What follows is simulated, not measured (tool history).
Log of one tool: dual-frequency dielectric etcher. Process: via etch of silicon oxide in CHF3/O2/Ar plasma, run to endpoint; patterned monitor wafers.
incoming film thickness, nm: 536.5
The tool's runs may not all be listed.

run	hour	source power (kW)	bias power (kW)	endpoint time (s)
1	0.0	0.520	0.214	285.67
2	6.3	0.520	0.250	265.66
3	13.0	0.490	0.242	276.62
4	21.2	0.470	0.237	278.81
5	24.2	0.410	0.237	292.42
6	31.0	0.410	0.224	298.03
7	40.0	0.400	0.220	305.55
8	48.9	0.390	0.218	310.99
9	50.6	0.380	0.217	305.98
10	52.3	0.370	0.214	309.72

Forecast run 11:
11	56.5	0.370	0.214	?

{"run 11": {"endpoint time (s)": 312.82}}

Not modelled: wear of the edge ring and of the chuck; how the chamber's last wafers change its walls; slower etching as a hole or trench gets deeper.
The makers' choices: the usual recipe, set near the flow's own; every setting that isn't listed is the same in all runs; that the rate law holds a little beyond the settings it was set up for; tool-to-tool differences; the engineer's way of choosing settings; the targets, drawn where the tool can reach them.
